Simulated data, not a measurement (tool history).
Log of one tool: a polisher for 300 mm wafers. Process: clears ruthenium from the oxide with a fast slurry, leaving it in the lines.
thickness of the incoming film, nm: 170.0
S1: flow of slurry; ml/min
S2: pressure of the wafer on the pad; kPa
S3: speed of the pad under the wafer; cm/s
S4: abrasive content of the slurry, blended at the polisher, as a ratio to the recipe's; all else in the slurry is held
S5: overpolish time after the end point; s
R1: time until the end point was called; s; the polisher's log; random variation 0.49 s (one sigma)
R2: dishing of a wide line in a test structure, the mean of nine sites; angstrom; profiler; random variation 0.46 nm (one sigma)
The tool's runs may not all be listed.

run  hour   S1    S2   S3  S4  S5      R1      R2
  1     0  185  18.6   92   1  13  40.905  429.55
  2   3.6  185  21.4   92   1  13  35.282  489.29
  3   8.7  180  19.3   92   1  13  39.511  456.47
  4  17.2  175  17.9   92   1  13  42.726  433.86
  5  19.5  170  16.5   92   1  13  45.688   396.3
  6  24.5  170  16.5  114   1  13  38.689  445.13
  7  30.6  165  15.2  114   1  13  42.883  429.79
  8  36.8  160  14.5  114   1  13  44.238   402.2
  9  43.1  155  13.8  114   1  13  46.891  391.92
 10  50.1  150  13.1  114   1  13    49.9  361.42
 11  51.2  145  13.1  114   1  13   49.57  365.21
 12  53.8  145  13.1  114   1  13  50.012  359.25

The next listed run, before its measurement:
 13  58.9  145  13.1  114   1  13   ?   ?

Run 13 gave R1 49.6 s, R2 364.38 angstrom.

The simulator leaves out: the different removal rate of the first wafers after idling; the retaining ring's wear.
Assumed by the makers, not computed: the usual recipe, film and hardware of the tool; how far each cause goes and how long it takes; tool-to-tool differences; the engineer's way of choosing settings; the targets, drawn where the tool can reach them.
